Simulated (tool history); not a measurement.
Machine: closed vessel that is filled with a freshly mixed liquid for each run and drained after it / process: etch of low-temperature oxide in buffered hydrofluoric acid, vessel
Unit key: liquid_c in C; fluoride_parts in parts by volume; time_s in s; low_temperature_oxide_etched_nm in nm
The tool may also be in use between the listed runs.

run	hour	liquid_c	fluoride_parts	time_s	low_temperature_oxide_etched_nm
1	0	22	23.5	30	33.925
2	9	22.5	23.5	30	34.998
3	16	23	23.5	30	36.305
4	16.5	23.5	23.5	30	37.126
5	24.9	23.5	27	30	33.742
6	28.2	23.5	27	30	33.816
7	33.5	24	27	30	35.1
8	42.4	24.5	27	30	36.24
9	48.5	24.5	27	30	35.272

Expected results for the next run?
10	56.1	25	27	30	?

low_temperature_oxide_etched_nm: 36.31 nm
